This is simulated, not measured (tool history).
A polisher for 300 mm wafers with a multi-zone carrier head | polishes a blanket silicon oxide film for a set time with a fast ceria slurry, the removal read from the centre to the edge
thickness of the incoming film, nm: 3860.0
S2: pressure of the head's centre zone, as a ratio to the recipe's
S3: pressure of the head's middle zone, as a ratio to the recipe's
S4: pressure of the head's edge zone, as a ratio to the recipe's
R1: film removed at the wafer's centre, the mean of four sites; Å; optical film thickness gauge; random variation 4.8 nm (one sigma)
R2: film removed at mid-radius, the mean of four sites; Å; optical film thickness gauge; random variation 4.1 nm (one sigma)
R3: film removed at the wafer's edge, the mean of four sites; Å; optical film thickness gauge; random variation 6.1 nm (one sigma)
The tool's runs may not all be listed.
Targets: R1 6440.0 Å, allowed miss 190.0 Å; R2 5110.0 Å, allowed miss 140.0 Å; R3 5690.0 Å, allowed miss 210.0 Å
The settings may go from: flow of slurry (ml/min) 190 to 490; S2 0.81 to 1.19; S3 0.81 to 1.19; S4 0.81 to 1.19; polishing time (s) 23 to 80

{"run": 1, "hour": 0.0, "flow of slurry (ml/min)": 315, "S2": 1.0, "S3": 1.0, "S4": 1.0, "polishing time (s)": 51, "R1": 6999.5, "R2": 6966.7, "R3": 6857.6}
{"run": 2, "hour": 8.2, "flow of slurry (ml/min)": 315, "S2": 0.96, "S3": 1.0, "S4": 1.0, "polishing time (s)": 51, "R1": 6629.5, "R2": 6997.0, "R3": 6858.5}
{"run": 3, "hour": 15.5, "flow of slurry (ml/min)": 315, "S2": 0.96, "S3": 1.0, "S4": 0.96, "polishing time (s)": 51, "R1": 6683.0, "R2": 6978.0, "R3": 6716.0}
{"run": 4, "hour": 16.8, "flow of slurry (ml/min)": 315, "S2": 0.96, "S3": 1.0, "S4": 0.96, "polishing time (s)": 57, "R1": 7635.3, "R2": 7742.8, "R3": 7560.8}
{"run": 5, "hour": 21.1, "flow of slurry (ml/min)": 315, "S2": 0.96, "S3": 1.0, "S4": 0.96, "polishing time (s)": 66, "R1": 8763.6, "R2": 9150.9, "R3": 8552.6}
{"run": 6, "hour": 26.2, "flow of slurry (ml/min)": 310, "S2": 0.98, "S3": 0.94, "S4": 0.92, "polishing time (s)": 59, "R1": 7903.3, "R2": 7567.1, "R3": 7546.0}
{"run": 7, "hour": 27.6, "flow of slurry (ml/min)": 305, "S2": 1.0, "S3": 0.9, "S4": 0.89, "polishing time (s)": 54, "R1": 7421.4, "R2": 6751.9, "R3": 6786.5}
{"hour": 29.7, "done": "worn pad replaced by a new one"}
{"run": 8, "hour": 29.7, "flow of slurry (ml/min)": 295, "S2": 1.02, "S3": 0.87, "S4": 0.9, "polishing time (s)": 50, "R1": 7692.3, "R2": 6735.2, "R3": 7057.5}
{"run": 9, "hour": 35.7, "flow of slurry (ml/min)": 285, "S2": 1.08, "S3": 0.81, "S4": 0.85, "polishing time (s)": 36, "R1": 5758.2, "R2": 4587.5, "R3": 5001.1}

Which of these 4 next moves meets every target?
{"run": "A", "hour": 41.7, "flow of slurry (ml/min)": 310, "S2": 1.07, "S3": 0.85, "S4": 0.81, "polishing time (s)": 32, "R1": "?", "R2": "?", "R3": "?"}
{"run": "B", "hour": 41.7, "flow of slurry (ml/min)": 320, "S2": 1.05, "S3": 0.81, "S4": 0.88, "polishing time (s)": 40, "R1": "?", "R2": "?", "R3": "?"}
{"run": "C", "hour": 41.7, "flow of slurry (ml/min)": 230, "S2": 1.0, "S3": 1.0, "S4": 0.81, "polishing time (s)": 35, "R1": "?", "R2": "?", "R3": "?"}
{"run": "D", "hour": 41.7, "flow of slurry (ml/min)": 310, "S2": 1.16, "S3": 0.84, "S4": 0.84, "polishing time (s)": 35, "R1": "?", "R2": "?", "R3": "?"}

move=A R1=5228.5 R2=4262.6 R3=4289.6
move=B R1=6443.1 R2=5138.7 R3=5580.1
move=C R1=5159.3 R2=5145.8 R3=4553.5
move=D R1=6165.5 R2=4614.9 R3=4767.9
A: further off than the last run
B: meets every target
C: brings the result that was furthest off to its target, and leaves another outside
D: further off than the last run
The right move is B.
